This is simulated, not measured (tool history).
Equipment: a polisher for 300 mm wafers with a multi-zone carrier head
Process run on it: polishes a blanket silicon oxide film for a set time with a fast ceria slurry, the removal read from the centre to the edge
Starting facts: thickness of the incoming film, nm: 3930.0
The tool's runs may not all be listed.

| run | hour | flow of slurry (ml/min) | pressure of the head's centre zone | pressure of the head's middle zone | pressure of the head's edge zone | polishing time (s) | film removed at the wafer's centre (nm) | film removed at mid-radius (nm) | film removed at the wafer's edge (nm) |
|---|---|---|---|---|---|---|---|---|---|
| 1 | 0.0 | 200 | 1.00 | 1.00 | 1.00 | 71 | 557.56 | 551.23 | 546.87 |
| 2 | 2.4 | 200 | 1.00 | 1.00 | 0.92 | 71 | 552.12 | 565.58 | 527.17 |
| 3 | 10.5 | 200 | 1.00 | 1.00 | 0.92 | 87 | 685.28 | 684.25 | 647.15 |
| 4 | 12.8 | 195 | 1.01 | 0.98 | 0.91 | 85 | 665.51 | 655.88 | 623.71 |
| 5 | 15.9 | 195 | 1.01 | 0.98 | 0.85 | 85 | 671.95 | 653.01 | 602.66 |
| 6 | 19.2 | 195 | 1.01 | 0.92 | 0.85 | 85 | 670.85 | 613.81 | 606.18 |
| 7 | 25.1 | 190 | 1.02 | 0.92 | 0.84 | 83 | 655.03 | 605.71 | 585.07 |
| 8 | 34.1 | 190 | 1.03 | 0.91 | 0.84 | 81 | 654.62 | 577.71 | 569.68 |
| 9 | 40.4 | 185 | 1.03 | 0.91 | 0.84 | 80 | 639.84 | 573.80 | 565.40 |
| 10 | 44.0 | 190 | 1.03 | 0.91 | 0.84 | 78 | 626.39 | 561.98 | 555.79 |
| 11 | 46.6 | 185 | 1.04 | 0.91 | 0.84 | 77 | 621.66 | 553.67 | 541.42 |
| 12 | 50.4 | 180 | 1.04 | 0.90 | 0.84 | 76 | 603.72 | 531.76 | 530.44 |
| 13 | 52.5 | 175 | 1.04 | 0.90 | 0.84 | 76 | 608.90 | 537.99 | 535.30 |
| 14 | 59.3 | 175 | 1.04 | 0.90 | 0.84 | 76 | 605.26 | 528.28 | 525.49 |
| 15 | 60.1 | 170 | 1.04 | 0.90 | 0.84 | 76 | 604.77 | 524.94 | 532.76 |
| 16 | 61.1 | 170 | 1.04 | 0.90 | 0.84 | 75 | 590.37 | 527.27 | 513.55 |

For run 17, what comes out?
| 17 | 68.3 | 165 | 1.04 | 0.89 | 0.84 | 75 | ? | ? | ? |

For run 17 the tool returned film removed at the wafer's centre (nm) 593.33, film removed at mid-radius (nm) 522.57, film removed at the wafer's edge (nm) 517.07.
